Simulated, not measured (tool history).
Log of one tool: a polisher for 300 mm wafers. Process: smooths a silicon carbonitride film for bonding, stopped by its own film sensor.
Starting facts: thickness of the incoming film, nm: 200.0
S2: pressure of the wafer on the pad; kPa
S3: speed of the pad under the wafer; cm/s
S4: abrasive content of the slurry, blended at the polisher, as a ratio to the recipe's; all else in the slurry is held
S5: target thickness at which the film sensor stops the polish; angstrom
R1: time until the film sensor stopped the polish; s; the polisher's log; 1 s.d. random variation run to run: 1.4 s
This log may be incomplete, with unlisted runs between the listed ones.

run 1 hour=0 | flow_of_slurry_(ml/min)=280 S2=16.5 S3=86 S4=1 S5=1660 | R1=116.23
run 2 hour=7.8 | flow_of_slurry_(ml/min)=280 S2=16.5 S3=76 S4=1 S5=1660 | R1=125.98
run 3 hour=16.8 | flow_of_slurry_(ml/min)=280 S2=15.9 S3=76 S4=1 S5=1660 | R1=129.53
run 4 hour=17.6 | flow_of_slurry_(ml/min)=280 S2=15.9 S3=90 S4=1 S5=1660 | R1=114.08
run 5 hour=19.3 | flow_of_slurry_(ml/min)=280 S2=15.2 S3=90 S4=1 S5=1660 | R1=120.93
run 6 hour=20.3 | flow_of_slurry_(ml/min)=280 S2=15.2 S3=90 S4=1.15 S5=1660 | R1=113.46
-- hour=21.4 head pressure recalibrated
run 7 hour=21.4 | flow_of_slurry_(ml/min)=280 S2=14.5 S3=90 S4=1.15 S5=1660 | R1=112.65

Estimate the outcome of run 8 from the log above:
run 8 hour=29.1 | flow_of_slurry_(ml/min)=280 S2=10.3 S3=88 S4=1.15 S5=1660 | R1=?

R1: 150.71 s
